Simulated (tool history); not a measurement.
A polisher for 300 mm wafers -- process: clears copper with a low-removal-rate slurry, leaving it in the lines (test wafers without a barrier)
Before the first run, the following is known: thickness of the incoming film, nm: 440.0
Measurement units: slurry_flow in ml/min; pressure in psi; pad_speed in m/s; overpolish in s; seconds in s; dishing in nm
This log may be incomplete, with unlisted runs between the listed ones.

run  hour  slurry_flow  pressure  pad_speed  slurry_solids  overpolish  seconds  dishing
  1   0.0          205       3.4       1.16           1.00          12   138.82  26.8010
  2   6.1          205       3.0       1.16           1.00          12   156.34  23.0610
  3   7.7          205       2.4       1.16           1.00          12   185.94  20.2750
  4  15.5          205       2.3       1.10           1.00          11   197.43  16.9820
  5  19.8          205       2.3       1.10           1.15          11   190.76  18.0580
  6  27.6          245       2.3       1.10           1.15          11   189.93  17.9090
  7  35.5          245       2.2       1.04           1.15          10   205.56  15.6850
  8  44.0          245       2.1       1.00           1.15           9   217.97  13.1630
  9  52.5          245       2.0       0.98           1.15           9   233.61  12.4920
 10  59.3          245       2.0       0.96           1.15           9   227.38  12.3510
 11  65.2          245       2.0       0.94           1.15           9   237.30  11.9290

What does the tool deliver on the next run?
 12  68.8          245       1.5       0.94           1.15           6        ?        ?

seconds: 282.13 s
dishing: 7.0522 nm

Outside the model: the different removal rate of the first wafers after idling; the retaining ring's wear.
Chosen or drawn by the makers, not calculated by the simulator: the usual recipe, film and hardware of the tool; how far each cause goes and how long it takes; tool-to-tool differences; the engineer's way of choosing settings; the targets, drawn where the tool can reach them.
